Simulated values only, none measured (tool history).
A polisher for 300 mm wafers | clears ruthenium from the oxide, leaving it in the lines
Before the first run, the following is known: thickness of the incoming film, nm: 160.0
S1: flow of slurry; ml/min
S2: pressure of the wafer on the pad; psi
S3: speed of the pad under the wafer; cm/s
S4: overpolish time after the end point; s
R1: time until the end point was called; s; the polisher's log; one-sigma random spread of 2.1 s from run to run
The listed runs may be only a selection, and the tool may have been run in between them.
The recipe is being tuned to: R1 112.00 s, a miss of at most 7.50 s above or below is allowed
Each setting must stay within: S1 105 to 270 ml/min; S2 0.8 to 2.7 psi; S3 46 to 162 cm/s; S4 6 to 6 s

run  hour   S1   S2   S3  S4      R1
  1   0.0  175  1.7  104   6  182.49
  2   1.1  155  1.7  104   6  177.26
  3   9.3  155  1.8  104   6  170.01
  4  15.6  155  1.9  104   6  161.06
  5  19.8  155  1.9   84   6  199.85
  6  25.8  155  1.9   84   6  204.28
  7  33.6  155  2.0   86   6  177.48
  8  41.5  155  2.1   86   6  173.09
  9  46.7  155  2.2   88   6  155.64
 10  51.7  155  2.5   90   6  142.21
 11  55.6  155  2.5   92   6  137.22
 12  56.8  155  2.5   94   6  134.32
     64.0  -- worn pad replaced by a new one
 13  64.0  155  2.5   96   6  121.95

Below are 4 possible settings for the next run. Only one of them brings all results inside the allowed miss of their targets. Which is it?
  A  71.2  105  2.2  108   6   ?
  B  71.2  150  2.4   96   6   ?
  C  71.2  120  2.3  104   6   ?
  D  71.2  155  2.7  102   6   ?

move      R1
   A  139.66
   B  133.75
   C  134.85
   D  112.41
A: misses by more than the last run did
B: misses by more than the last run did
C: misses by more than the last run did
D: each result inside its tolerance
D is the move that brings every result within its allowed miss.

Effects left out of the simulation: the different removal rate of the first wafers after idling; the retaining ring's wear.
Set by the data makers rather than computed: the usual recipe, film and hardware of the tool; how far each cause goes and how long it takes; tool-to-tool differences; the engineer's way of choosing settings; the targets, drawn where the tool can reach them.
